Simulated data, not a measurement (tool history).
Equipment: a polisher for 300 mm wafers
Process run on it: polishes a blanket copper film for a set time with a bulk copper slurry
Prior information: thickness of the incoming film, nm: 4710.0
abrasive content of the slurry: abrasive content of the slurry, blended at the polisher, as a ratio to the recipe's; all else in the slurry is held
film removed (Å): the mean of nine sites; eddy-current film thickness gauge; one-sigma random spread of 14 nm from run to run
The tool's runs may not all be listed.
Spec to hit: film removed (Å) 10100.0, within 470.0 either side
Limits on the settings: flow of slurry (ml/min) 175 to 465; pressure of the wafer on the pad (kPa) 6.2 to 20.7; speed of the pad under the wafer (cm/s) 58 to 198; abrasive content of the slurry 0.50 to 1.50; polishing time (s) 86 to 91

run  hour  flow of slurry (ml/min)  pressure of the wafer on the pad (kPa)  speed of the pad under the wafer (cm/s)  abrasive content of the slurry  polishing time (s)  film removed (Å)
  1   0.0                      295                                    13.1                                      128                            1.00                  86            6606.5
  2   8.6                      295                                    13.1                                      128                            1.00                  86            6540.0
  3  14.4                      365                                    13.1                                      128                            1.00                  86            6737.9
  4  18.3                      365                                    13.8                                      128                            1.00                  86            6997.7
  5  18.8                      365                                    14.5                                      128                            1.00                  86            7538.3
  6  22.2                      365                                    15.2                                      128                            1.00                  86            7610.5
  7  28.7                      365                                    15.2                                      128                            1.00                  86            7802.0
  8  37.5                      365                                    15.9                                      128                            1.00                  86            8020.5
  9  45.8                      365                                    16.5                                      128                            1.00                  86            8207.9
 10  47.3                      365                                    17.2                                      128                            1.00                  86            8215.2
 11  54.4                      365                                    17.2                                      128                            1.00                  86            8682.2
 12  57.7                      365                                    18.6                                      130                            1.00                  86            9143.5
 13  63.0                      370                                    19.3                                      130                            1.00                  86            9252.8

Which single option among these 5 for the next run brings every result within its allowed miss of target? Just one does.
  A  68.3                      240                                    15.9                                      152                            1.10                  87                 ?
  B  68.3                      310                                    19.3                                      116                            1.05                  88                 ?
  C  68.3                      405                                    20.0                                      104                            1.05                  86                 ?
  D  68.3                      405                                    19.3                                      108                            1.15                  86                 ?
  E  68.3                      440                                    19.3                                      114                            1.45                  91                 ?

move  film removed (Å)
   A            8741.8
   B            8784.6
   C            8411.2
   D            8513.2
   E            9827.1
A: its largest miss is bigger than the last run's
B: its largest miss is bigger than the last run's
C: its largest miss is bigger than the last run's
D: its largest miss is bigger than the last run's
E: all results in spec
So the answer is move E, the one that meets all the targets.
